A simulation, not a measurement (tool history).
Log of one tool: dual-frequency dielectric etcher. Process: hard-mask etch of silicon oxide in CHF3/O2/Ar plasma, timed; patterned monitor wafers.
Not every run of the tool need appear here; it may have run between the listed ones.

| run | hour | source power (kW) | bias power (kW) | etch time (s) | mean etch depth across the wafer (Å) |
|---|---|---|---|---|---|
| 1 | 0.0 | 0.580 | 0.168 | 17 | 348.89 |
| 2 | 1.3 | 0.560 | 0.164 | 17 | 340.28 |
| 3 | 5.5 | 0.540 | 0.161 | 17 | 332.00 |
| 4 | 12.5 | 0.540 | 0.132 | 17 | 304.11 |
| 5 | 18.6 | 0.540 | 0.148 | 17 | 320.40 |
| 6 | 21.6 | 0.540 | 0.138 | 17 | 311.35 |

Run 7 comes next. What will it give?
| 7 | 30.0 | 0.530 | 0.138 | 17 | ? |

{"run 7": {"mean etch depth across the wafer (Å)": 306.88}}
